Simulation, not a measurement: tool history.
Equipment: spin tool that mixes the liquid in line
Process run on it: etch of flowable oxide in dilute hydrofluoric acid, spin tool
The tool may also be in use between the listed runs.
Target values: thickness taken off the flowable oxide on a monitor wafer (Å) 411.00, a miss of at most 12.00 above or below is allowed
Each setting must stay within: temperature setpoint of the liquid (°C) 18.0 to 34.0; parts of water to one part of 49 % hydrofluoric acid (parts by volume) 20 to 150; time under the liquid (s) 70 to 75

run  hour  temperature setpoint of the liquid (°C)  parts of water to one part of 49 % hydrofluoric acid (parts by volume)  time under the liquid (s)  thickness taken off the flowable oxide on a monitor wafer (Å)
  1   0.0                                     26.0                                                                      85                         70                                                         204.92
  2   1.3                                     28.5                                                                      85                         70                                                         227.05
  3   8.8                                     28.5                                                                      75                         70                                                         262.23
  4  11.2                                     29.5                                                                      70                         70                                                         291.79
  5  20.1                                     26.5                                                                      70                         70                                                         260.14
  6  23.5                                     26.5                                                                      70                         70                                                         261.37
  7  27.6                                     28.0                                                                      65                         70                                                         300.28
  8  34.1                                     29.0                                                                      65                         70                                                         313.39
  9  35.6                                     33.0                                                                      55                         70                                                         435.89
 10  42.8                                     32.5                                                                      55                         70                                                         429.68

Exercise: of the 5 proposed moves below, exactly one satisfies all targets within the stated allowed misses. Which move is it?
  A  50.0                                     34.0                                                                      60                         70                                                              ?
  B  50.0                                     33.5                                                                      55                         70                                                              ?
  C  50.0                                     32.0                                                                      55                         75                                                              ?
  D  50.0                                     28.5                                                                      45                         75                                                              ?
  E  50.0                                     30.5                                                                      50                         70                                                              ?

move  thickness taken off the flowable oxide on a monitor wafer (Å)
   A                                                         411.94
   B                                                         444.65
   C                                                         449.89
   D                                                         486.91
   E                                                         439.26
A: meets every target
B: its largest miss is bigger than the last run's
C: its largest miss is bigger than the last run's
D: its largest miss is bigger than the last run's
E: its largest miss is bigger than the last run's
The right move is A.

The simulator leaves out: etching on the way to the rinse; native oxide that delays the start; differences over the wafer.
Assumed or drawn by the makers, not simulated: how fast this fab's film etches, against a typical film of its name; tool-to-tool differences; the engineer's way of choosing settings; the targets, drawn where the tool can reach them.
